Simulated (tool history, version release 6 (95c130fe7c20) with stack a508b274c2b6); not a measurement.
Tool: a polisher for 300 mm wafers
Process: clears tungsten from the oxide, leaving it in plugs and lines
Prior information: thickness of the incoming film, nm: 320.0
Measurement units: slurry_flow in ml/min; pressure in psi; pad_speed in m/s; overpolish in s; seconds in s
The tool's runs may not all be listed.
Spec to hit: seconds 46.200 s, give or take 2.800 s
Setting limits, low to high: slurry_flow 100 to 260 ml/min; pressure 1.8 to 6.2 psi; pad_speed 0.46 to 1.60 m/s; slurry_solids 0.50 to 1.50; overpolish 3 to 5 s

Run 1, day 0.000: slurry_flow 165 ml/min, pressure 4.0 psi, pad_speed 1.02 m/s, slurry_solids 1.00, overpolish 5 s. Result: seconds 64.164 s.
Run 2, day 0.288: slurry_flow 165 ml/min, pressure 4.0 psi, pad_speed 1.02 m/s, slurry_solids 1.00, overpolish 3 s. Result: seconds 64.191 s.
Run 3, day 0.558: slurry_flow 135 ml/min, pressure 4.0 psi, pad_speed 1.02 m/s, slurry_solids 1.00, overpolish 3 s. Result: seconds 64.295 s.
Run 4, day 0.842: slurry_flow 135 ml/min, pressure 4.3 psi, pad_speed 1.04 m/s, slurry_solids 1.00, overpolish 3 s. Result: seconds 59.226 s.
Run 5, day 1.092: slurry_flow 135 ml/min, pressure 4.3 psi, pad_speed 1.04 m/s, slurry_solids 1.00, overpolish 5 s. Result: seconds 61.743 s.
Run 6, day 1.208: slurry_flow 135 ml/min, pressure 4.3 psi, pad_speed 1.04 m/s, slurry_solids 1.10, overpolish 5 s. Result: seconds 61.259 s.
Run 7, day 1.383: slurry_flow 135 ml/min, pressure 4.6 psi, pad_speed 1.06 m/s, slurry_solids 1.10, overpolish 5 s. Result: seconds 55.959 s.
Run 8, day 1.654: slurry_flow 135 ml/min, pressure 4.8 psi, pad_speed 1.06 m/s, slurry_solids 1.10, overpolish 5 s. Result: seconds 53.172 s.
Run 9, day 1.975: slurry_flow 135 ml/min, pressure 5.0 psi, pad_speed 1.06 m/s, slurry_solids 1.10, overpolish 5 s. Result: seconds 50.210 s.

Below are 5 possible settings for the next run. Only one of them brings all results inside the allowed miss of their targets. Which is it?
Run A, day 2.296: slurry_flow 100 ml/min, pressure 5.1 psi, pad_speed 1.06 m/s, slurry_solids 1.15, overpolish 3 s. Result: seconds ?.
Run B, day 2.296: slurry_flow 140 ml/min, pressure 5.3 psi, pad_speed 0.92 m/s, slurry_solids 1.05, overpolish 5 s. Result: seconds ?.
Run C, day 2.296: slurry_flow 105 ml/min, pressure 5.9 psi, pad_speed 0.92 m/s, slurry_solids 1.05, overpolish 3 s. Result: seconds ?.
Run D, day 2.296: slurry_flow 130 ml/min, pressure 5.4 psi, pad_speed 0.94 m/s, slurry_solids 1.10, overpolish 4 s. Result: seconds ?.
Run E, day 2.296: slurry_flow 180 ml/min, pressure 4.5 psi, pad_speed 1.28 m/s, slurry_solids 0.90, overpolish 3 s. Result: seconds ?.

move  seconds
   A   51.391
   B   53.339
   C   51.878
   D   51.568
   E   44.807
A: the biggest miss grows against the last run
B: the biggest miss grows against the last run
C: the biggest miss grows against the last run
D: the biggest miss grows against the last run
E: in spec on every target
Answer: E

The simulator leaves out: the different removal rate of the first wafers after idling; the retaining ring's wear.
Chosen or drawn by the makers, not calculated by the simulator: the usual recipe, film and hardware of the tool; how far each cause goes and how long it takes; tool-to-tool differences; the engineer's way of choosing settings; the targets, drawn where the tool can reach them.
